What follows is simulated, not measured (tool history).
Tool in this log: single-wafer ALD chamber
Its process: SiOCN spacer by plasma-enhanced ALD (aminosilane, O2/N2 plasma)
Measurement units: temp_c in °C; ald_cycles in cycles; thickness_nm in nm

run,day,temp_c,ald_cycles,thickness_nm
1,0,380,43,2.942
2,0.275,380,41,2.7695
3,0.525,380,43,2.916
4,0.742,380,41,2.7957
5,0.954,380,40,2.7098
6,1.179,370,40,2.7256

Expected results for the next run?
7,1.421,370,39,?

{"run 7": {"thickness_nm": 2.6437}}
